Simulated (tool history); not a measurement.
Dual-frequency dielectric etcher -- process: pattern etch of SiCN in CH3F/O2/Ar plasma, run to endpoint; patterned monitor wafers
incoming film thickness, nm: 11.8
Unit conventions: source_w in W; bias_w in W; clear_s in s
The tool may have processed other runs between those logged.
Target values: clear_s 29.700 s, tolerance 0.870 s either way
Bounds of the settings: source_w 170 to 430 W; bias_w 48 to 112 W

run 1 day=0.000 | source_w=300 bias_w=80 | clear_s=36.797
run 2 day=0.275 | source_w=320 bias_w=83 | clear_s=35.690
run 3 day=0.579 | source_w=340 bias_w=87 | clear_s=34.054
run 4 day=0.633 | source_w=290 bias_w=87 | clear_s=36.024
run 5 day=0.858 | source_w=290 bias_w=99 | clear_s=34.115
run 6 day=1.196 | source_w=310 bias_w=101 | clear_s=33.077
run 7 day=1.400 | source_w=320 bias_w=102 | clear_s=32.650
run 8 day=1.729 | source_w=330 bias_w=103 | clear_s=31.957
run 9 day=1.796 | source_w=340 bias_w=104 | clear_s=31.863
run 10 day=1.942 | source_w=350 bias_w=105 | clear_s=31.243
run 11 day=2.233 | source_w=360 bias_w=106 | clear_s=30.646

Next run, 4 choices. One meets every target within its allowed miss, the rest don't. Which?
run A day=2.525 | source_w=330 bias_w=104 | clear_s=?
run B day=2.525 | source_w=380 bias_w=109 | clear_s=?
run C day=2.525 | source_w=330 bias_w=109 | clear_s=?
run D day=2.525 | source_w=310 bias_w=107 | clear_s=?

move=A clear_s=32.053
move=B clear_s=29.935
move=C clear_s=31.432
move=D clear_s=32.364
A: further off than the last run
B: meets every target
C: further off than the last run
D: further off than the last run
Move B is the one to make.
